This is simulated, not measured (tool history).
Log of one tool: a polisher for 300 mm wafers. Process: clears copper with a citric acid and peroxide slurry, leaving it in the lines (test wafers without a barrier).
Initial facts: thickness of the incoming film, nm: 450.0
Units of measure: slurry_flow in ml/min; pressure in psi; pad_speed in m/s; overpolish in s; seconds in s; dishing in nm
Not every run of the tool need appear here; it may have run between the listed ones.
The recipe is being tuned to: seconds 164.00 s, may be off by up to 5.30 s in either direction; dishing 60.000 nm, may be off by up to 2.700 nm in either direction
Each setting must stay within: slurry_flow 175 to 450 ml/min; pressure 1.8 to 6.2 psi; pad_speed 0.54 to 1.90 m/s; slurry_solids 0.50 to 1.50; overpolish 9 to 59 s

run	hour	slurry_flow	pressure	pad_speed	slurry_solids	overpolish	seconds	dishing
1	0.0	290	4.0	1.22	1.00	30	135.87	49.571
2	0.9	265	4.0	1.22	1.00	30	135.72	49.747
3	5.7	265	3.8	1.22	1.00	35	141.60	52.631
4	12.6	315	3.8	1.22	1.00	35	140.61	54.055
5	15.7	315	3.3	1.22	1.00	35	158.76	48.818
6	18.2	315	3.3	1.22	1.00	39	159.99	52.507
7	26.0	315	3.3	1.22	1.00	42	161.93	53.953
8	33.9	315	3.3	1.22	1.00	44	160.87	54.710
9	38.7	315	3.3	1.22	1.00	46	159.90	56.409

Below are 5 possible settings for the next run. Only one of them brings all results inside the allowed miss of their targets. Which is it?
A	43.5	310	3.5	1.24	1.00	49	?	?
B	43.5	285	3.2	1.32	1.15	42	?	?
C	43.5	355	3.0	1.24	0.85	59	?	?
D	43.5	280	3.7	1.12	0.75	41	?	?
E	43.5	375	3.4	1.14	1.05	52	?	?

move	seconds	dishing
A	150.31	59.165
B	150.10	54.575
C	178.50	58.772
D	169.05	51.092
E	163.59	58.394
A: brings the last run's worst result on target, with another outside its allowed miss
B: moves away from the targets compared with the last run
C: brings the last run's worst result on target, with another outside its allowed miss
D: moves away from the targets compared with the last run
E: every result within its allowed miss
Correct choice: E, which meets every target
